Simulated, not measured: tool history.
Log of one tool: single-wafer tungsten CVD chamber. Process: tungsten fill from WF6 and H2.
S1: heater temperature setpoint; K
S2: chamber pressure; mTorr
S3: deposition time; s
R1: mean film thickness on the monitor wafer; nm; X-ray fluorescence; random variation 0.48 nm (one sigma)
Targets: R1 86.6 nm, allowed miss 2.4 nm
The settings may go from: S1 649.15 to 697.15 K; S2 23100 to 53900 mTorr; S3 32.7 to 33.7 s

run,hour,S1,S2,S3,R1
1,0,673.15,38500,32.7,105.62
2,3.1,673.15,44800,32.7,112.29
3,7.5,672.15,44700,32.7,109.59
4,11.1,671.15,44600,32.7,109.03
5,13.5,670.15,44500,32.7,105.45
6,15.7,669.15,44400,32.7,103.51
7,23.5,668.15,44300,32.7,101.25
8,31.3,667.15,44200,32.7,99.363
9,36.4,658.15,43600,32.7,79.699

Which of these 4 next moves meets every target?
A,41.5,663.15,47500,33,?
B,41.5,666.15,32700,33.7,?
C,41.5,655.15,41700,32.7,?
D,41.5,664.15,43800,33.1,?

move,R1
A,94.986
B,86.182
C,73.991
D,93.688
A: takes the result that was furthest off past its target
B: meets every target
C: further off than the last run
D: takes the result that was furthest off past its target
Move B is the one to make.
